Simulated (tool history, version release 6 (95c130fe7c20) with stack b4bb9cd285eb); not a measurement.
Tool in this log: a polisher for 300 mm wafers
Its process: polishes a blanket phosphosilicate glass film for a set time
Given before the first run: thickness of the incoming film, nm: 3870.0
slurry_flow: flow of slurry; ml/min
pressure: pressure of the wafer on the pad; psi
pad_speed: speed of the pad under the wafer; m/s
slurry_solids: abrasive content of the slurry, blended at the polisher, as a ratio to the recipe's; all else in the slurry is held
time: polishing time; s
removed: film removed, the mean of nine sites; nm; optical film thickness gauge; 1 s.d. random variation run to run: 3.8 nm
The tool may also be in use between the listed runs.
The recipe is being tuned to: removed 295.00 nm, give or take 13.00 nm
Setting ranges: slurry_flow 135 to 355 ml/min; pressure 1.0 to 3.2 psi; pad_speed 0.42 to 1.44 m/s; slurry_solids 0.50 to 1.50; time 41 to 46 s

| run | hour | slurry_flow | pressure | pad_speed | slurry_solids | time | removed |
|---|---|---|---|---|---|---|---|
| 1 | 0.0 | 225 | 2.1 | 0.92 | 1.00 | 46 | 215.68 |
| 2 | 3.2 | 225 | 2.3 | 0.92 | 1.00 | 46 | 239.26 |
| 3 | 6.6 | 225 | 2.5 | 0.92 | 1.00 | 46 | 258.42 |
| 4 | 10.7 | 225 | 2.5 | 0.70 | 1.00 | 46 | 211.43 |
| 5 | 15.1 | 225 | 2.7 | 0.70 | 1.00 | 46 | 226.06 |
| 6 | 22.2 | 225 | 2.4 | 0.70 | 1.00 | 46 | 201.46 |
| 7 | 31.2 | 225 | 2.4 | 0.70 | 1.00 | 46 | 196.98 |
| 8 | 33.1 | 225 | 2.6 | 0.70 | 1.00 | 46 | 214.82 |
| 9 | 41.2 | 225 | 2.8 | 0.72 | 1.00 | 46 | 234.92 |
| 10 | 42.3 | 225 | 2.9 | 0.74 | 1.00 | 46 | 247.12 |
| 11 | 49.2 | 225 | 3.0 | 0.76 | 1.00 | 46 | 261.52 |
| 12 | 54.1 | 225 | 3.0 | 0.76 | 1.00 | 46 | 271.61 |
| 13 | 62.3 | 225 | 3.1 | 0.76 | 1.00 | 46 | 276.31 |

Which single option among these 5 for the next run brings every result within its allowed miss of target? Just one does.
| A | 70.5 | 215 | 3.2 | 0.80 | 1.00 | 41 | ? |
| B | 70.5 | 170 | 3.2 | 0.76 | 1.10 | 44 | ? |
| C | 70.5 | 270 | 3.2 | 0.58 | 1.40 | 46 | ? |
| D | 70.5 | 240 | 3.2 | 0.84 | 1.05 | 43 | ? |
| E | 70.5 | 215 | 3.1 | 0.68 | 1.15 | 46 | ? |

| move | removed |
|---|---|
| A | 262.68 |
| B | 270.38 |
| C | 264.64 |
| D | 296.00 |
| E | 264.41 |
A: further off than the last run
B: further off than the last run
C: further off than the last run
D: hits every target within its allowed miss
E: further off than the last run
Go with D: it meets all targets.

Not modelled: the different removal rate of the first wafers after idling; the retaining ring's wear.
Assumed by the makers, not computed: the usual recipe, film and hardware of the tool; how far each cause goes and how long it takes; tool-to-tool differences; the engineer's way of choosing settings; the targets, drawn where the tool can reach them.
